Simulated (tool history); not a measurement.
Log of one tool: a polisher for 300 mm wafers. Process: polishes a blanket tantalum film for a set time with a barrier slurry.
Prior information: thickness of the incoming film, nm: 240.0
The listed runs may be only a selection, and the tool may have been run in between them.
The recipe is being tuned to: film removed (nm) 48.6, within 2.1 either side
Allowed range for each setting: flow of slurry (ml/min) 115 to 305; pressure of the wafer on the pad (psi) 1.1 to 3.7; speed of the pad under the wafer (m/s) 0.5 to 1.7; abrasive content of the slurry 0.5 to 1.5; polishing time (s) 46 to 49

| run | hour | flow of slurry (ml/min) | pressure of the wafer on the pad (psi) | speed of the pad under the wafer (m/s) | abrasive content of the slurry | polishing time (s) | film removed (nm) |
|---|---|---|---|---|---|---|---|
| 1 | 0 | 195 | 2.4 | 1.1 | 1 | 46 | 83.925 |
| 2 | 0.9 | 195 | 2.1 | 1.1 | 1 | 46 | 73.604 |
| 3 | 8.4 | 195 | 1.8 | 1.1 | 1 | 46 | 64.713 |
| 4 | 12.6 | 195 | 2.2 | 1.1 | 1 | 46 | 77.415 |
| 5 | 18.7 | 195 | 2.2 | 1.24 | 1 | 46 | 89.558 |
| 6 | 21.5 | 195 | 2.2 | 1.24 | 0.9 | 46 | 85.596 |
| 7 | 24.6 | 195 | 2 | 1.22 | 0.9 | 46 | 77.009 |
| 8 | 29.5 | 190 | 1.4 | 1.12 | 0.9 | 46 | 50.97 |

5 candidate next runs follow, results not yet known. Just one meets every target within its allowed miss. Identify it.
| A | 34.4 | 185 | 1.6 | 1.04 | 1.05 | 46 | ? |
| B | 34.4 | 165 | 1.2 | 1.3 | 1.2 | 46 | ? |
| C | 34.4 | 195 | 1.7 | 0.94 | 0.65 | 46 | ? |
| D | 34.4 | 170 | 1.3 | 1.18 | 0.9 | 46 | ? |
| E | 34.4 | 205 | 1.1 | 1.2 | 0.7 | 48 | ? |

| move | film removed (nm) |
|---|---|
| A | 55.97 |
| B | 54.844 |
| C | 46.155 |
| D | 49.586 |
| E | 43.89 |
A: further off than the last run
B: further off than the last run
C: moves the result that the last run missed by most past its target, out the other side
D: meets every target
E: moves the result that the last run missed by most past its target, out the other side
Move D is the one to make.

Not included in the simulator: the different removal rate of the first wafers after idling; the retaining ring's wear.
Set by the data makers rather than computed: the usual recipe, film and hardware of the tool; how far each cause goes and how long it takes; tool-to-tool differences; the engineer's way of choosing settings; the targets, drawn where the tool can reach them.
